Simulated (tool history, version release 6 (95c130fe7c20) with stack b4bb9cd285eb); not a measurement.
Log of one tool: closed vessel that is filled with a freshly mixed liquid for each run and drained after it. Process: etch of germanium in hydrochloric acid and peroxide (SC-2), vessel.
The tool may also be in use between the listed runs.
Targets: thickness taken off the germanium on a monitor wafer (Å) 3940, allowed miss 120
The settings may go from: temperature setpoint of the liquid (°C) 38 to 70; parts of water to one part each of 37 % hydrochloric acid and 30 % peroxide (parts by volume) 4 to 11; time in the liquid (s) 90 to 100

| run | hour | temperature setpoint of the liquid (°C) | parts of water to one part each of 37 % hydrochloric acid and 30 % peroxide (parts by volume) | time in the liquid (s) | thickness taken off the germanium on a monitor wafer (Å) |
|---|---|---|---|---|---|
| 1 | 0 | 54 | 6 | 90 | 2857 |
| 2 | 5.4 | 54 | 5 | 90 | 2941.6 |
| 3 | 13.7 | 54 | 5 | 90 | 2937.8 |
| 4 | 22.5 | 55 | 5 | 90 | 3023.9 |
| 5 | 27.3 | 56 | 5 | 90 | 3136.7 |
| 6 | 31.8 | 60 | 5 | 90 | 3462.2 |
| 7 | 38.3 | 60.5 | 5 | 90 | 3572.7 |
| 8 | 45 | 61 | 5 | 90 | 3602.3 |
| 9 | 50.2 | 61.5 | 5 | 90 | 3652.8 |
| 10 | 55.9 | 62 | 5 | 90 | 3700.5 |

Which of these 4 next moves meets every target?
| A | 61.6 | 60.5 | 5 | 100 | ? |
| B | 61.6 | 59 | 5 | 95 | ? |
| C | 61.6 | 59.5 | 6 | 90 | ? |
| D | 61.6 | 59 | 4 | 90 | ? |

| move | thickness taken off the germanium on a monitor wafer (Å) |
|---|---|
| A | 3909.5 |
| B | 3549.5 |
| C | 3389.3 |
| D | 3379.5 |
A: meets every target
B: further off than the last run
C: further off than the last run
D: further off than the last run
The right move is A.
